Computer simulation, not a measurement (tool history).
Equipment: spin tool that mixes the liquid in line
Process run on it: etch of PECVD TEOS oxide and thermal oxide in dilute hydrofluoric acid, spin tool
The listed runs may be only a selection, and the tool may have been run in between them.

run  hour  temperature setpoint of the liquid (°C)  parts of water to one part of 49 % hydrofluoric acid (parts by volume)  time under the liquid (s)  thickness taken off the PECVD TEOS oxide on a monitor wafer (angstrom)  thickness taken off the thermal oxide on a monitor wafer (angstrom)
  1     0                                       24                                                                      80                        120                                                                   231.1                                                               70.275
  2     4                                     22.5                                                                      85                        120                                                                   201.7                                                               61.437
  3    12                                     21.5                                                                      90                        120                                                                  182.59                                                               55.654
  4  15.7                                     21.5                                                                     105                        120                                                                  152.41                                                               46.529
  5  21.9                                     21.5                                                                     105                        140                                                                  178.56                                                               54.162
  6  29.9                                     20.5                                                                     110                        140                                                                  163.22                                                               49.012
  7    36                                       20                                                                     115                        140                                                                   151.7                                                                46.04
  8  39.2                                     19.5                                                                     120                        140                                                                  141.91                                                               43.353
  9  46.1                                       19                                                                     125                        140                                                                  132.18                                                               40.225
 10  54.5                                       19                                                                     125                        140                                                                   132.1                                                               40.486
 11  57.3                                     18.5                                                                     125                        140                                                                  130.65                                                               39.617
 12  66.2                                       18                                                                     125                        140                                                                  127.75                                                                38.98

What will run 13 give?
 13  73.2                                     17.5                                                                     130                        140                                                                       ?                                                                    ?

Logged for run 13: thickness taken off the PECVD TEOS oxide on a monitor wafer (angstrom) 119.79, thickness taken off the thermal oxide on a monitor wafer (angstrom) 36.732.

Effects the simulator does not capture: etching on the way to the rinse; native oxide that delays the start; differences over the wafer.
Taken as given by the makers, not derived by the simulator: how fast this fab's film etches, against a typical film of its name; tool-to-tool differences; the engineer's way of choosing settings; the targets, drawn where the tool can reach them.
